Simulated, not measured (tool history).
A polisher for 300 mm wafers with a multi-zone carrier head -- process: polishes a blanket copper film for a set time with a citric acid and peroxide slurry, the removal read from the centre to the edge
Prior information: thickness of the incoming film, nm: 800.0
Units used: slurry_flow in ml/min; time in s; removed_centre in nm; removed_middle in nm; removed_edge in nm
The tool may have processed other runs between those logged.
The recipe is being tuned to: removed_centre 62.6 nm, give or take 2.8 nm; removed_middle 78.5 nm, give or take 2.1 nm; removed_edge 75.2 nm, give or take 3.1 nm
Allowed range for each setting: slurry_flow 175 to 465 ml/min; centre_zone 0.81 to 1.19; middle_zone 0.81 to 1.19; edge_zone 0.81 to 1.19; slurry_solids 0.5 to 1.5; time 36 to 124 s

run  hour  slurry_flow  centre_zone  middle_zone  edge_zone  slurry_solids  time  removed_centre  removed_middle  removed_edge
  1     0          295            1            1          1              1    79          140.28           134.8        136.58
  2   3.7          295            1            1       0.93              1    79          140.11          134.68        135.84
  3  11.5          290         0.96         1.01       0.93            0.9    72          118.05          120.48        118.98
  4  20.2          290         0.96         1.01       0.93              1    72           117.5          122.21        120.76
  5  23.3          290         1.01         1.01       0.93              1    72          127.39           124.7        121.91
  6  29.8          290         1.05         1.01       0.93              1    72          133.19          121.61        122.65
  7  35.2          280            1         1.01       0.93            0.9    67          113.95          110.25         111.5
  8  36.2          280            1         1.01       0.93            0.9    67          114.56           110.8        111.09
  9  44.3          275         0.96         1.02       0.93           0.85    63          100.65           104.6        103.45
 10    49          245         0.86         0.99       0.84            0.6    47           60.55          67.711        68.233
 11  50.2          265         0.85         1.01       0.86            0.6    47          61.379          70.582        67.889
 12  55.6          255         0.84         1.02        0.9            0.6    47          60.734          70.002        68.419
 13  58.5          245         0.83         1.04       0.93           0.65    47          59.494          73.023        70.018
 14  59.8          250         0.83         1.04       0.95           0.65    47          59.527          72.757        71.626
 15    67          260         0.83         1.05       0.96           0.65    47          60.581          73.758        72.054
 16  68.6          265         0.83         1.06       0.97           0.65    47          60.017          75.053        74.381

Exactly one of the 5 candidate moves below puts every result within its allowed miss. Which one?
  A  70.2          285         0.81         1.05        0.9            0.6    51               ?               ?             ?
  B  70.2          330         0.81         1.03       1.15            0.5    48               ?               ?             ?
  C  70.2          265         0.81         1.03       1.07            0.6    48               ?               ?             ?
  D  70.2          175         0.92         1.16       0.81           0.75    48               ?               ?             ?
  E  70.2          315         0.82         1.01       1.11            0.6    47               ?               ?             ?

move  removed_centre  removed_middle  removed_edge
   A          62.872          78.667        74.779
   B          57.174          70.254        73.878
   C          58.606          72.208        74.308
   D           65.74          79.399        68.244
   E          59.342          70.877        74.864
A: hits every target within its allowed miss
B: its largest miss is bigger than the last run's
C: its largest miss is bigger than the last run's
D: the worst result of the last run now meets its target, but another is out of spec
E: its largest miss is bigger than the last run's
Go with A: it meets all targets.
